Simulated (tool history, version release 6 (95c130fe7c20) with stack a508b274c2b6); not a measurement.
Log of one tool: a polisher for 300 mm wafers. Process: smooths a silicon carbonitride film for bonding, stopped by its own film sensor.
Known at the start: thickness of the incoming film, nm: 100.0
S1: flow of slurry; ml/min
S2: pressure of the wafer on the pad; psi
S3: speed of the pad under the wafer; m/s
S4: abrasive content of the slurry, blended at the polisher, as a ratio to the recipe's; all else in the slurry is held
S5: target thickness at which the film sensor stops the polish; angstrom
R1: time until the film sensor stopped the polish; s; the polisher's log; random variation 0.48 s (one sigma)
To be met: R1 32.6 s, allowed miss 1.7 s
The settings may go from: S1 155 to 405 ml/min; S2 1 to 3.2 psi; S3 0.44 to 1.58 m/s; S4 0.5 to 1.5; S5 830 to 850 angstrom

run,day,S1,S2,S3,S4,S5,R1
1,0,260,2.1,1,1,830,60.864
2,0.342,260,2.1,1,1.1,830,58.178
3,0.429,260,2.2,1.02,1.1,830,53.95
4,0.788,260,2.3,1.02,1.1,830,50.773
5,1.05,260,2.3,1.02,1.1,830,50.471
6,1.333,260,2,1.02,1.1,830,58.769
7,1.446,260,2.1,1.02,1.1,830,57.826
8,1.633,260,2.2,1.02,1.1,830,52.653
9,2.008,260,2.3,1.02,1.1,830,51.334
10,2.342,260,2.4,1.02,1.1,830,49.736
11,2.675,260,2.5,1.04,1.1,830,45.711
12,2.825,260,3.1,1.08,1.1,830,36.709

4 next moves are on the table. One of them brings every result within its allowed miss. Which?
A,2.975,255,3.2,1.04,1.1,830,?
B,2.975,310,3,1.08,1.25,840,?
C,2.975,275,2.8,1.04,0.85,840,?
D,2.975,255,2.7,1.14,0.95,830,?

move,R1
A,36.993
B,33.326
C,45.13
D,43.788
A: further off than the last run
B: meets every target
C: further off than the last run
D: further off than the last run
The right move is B.

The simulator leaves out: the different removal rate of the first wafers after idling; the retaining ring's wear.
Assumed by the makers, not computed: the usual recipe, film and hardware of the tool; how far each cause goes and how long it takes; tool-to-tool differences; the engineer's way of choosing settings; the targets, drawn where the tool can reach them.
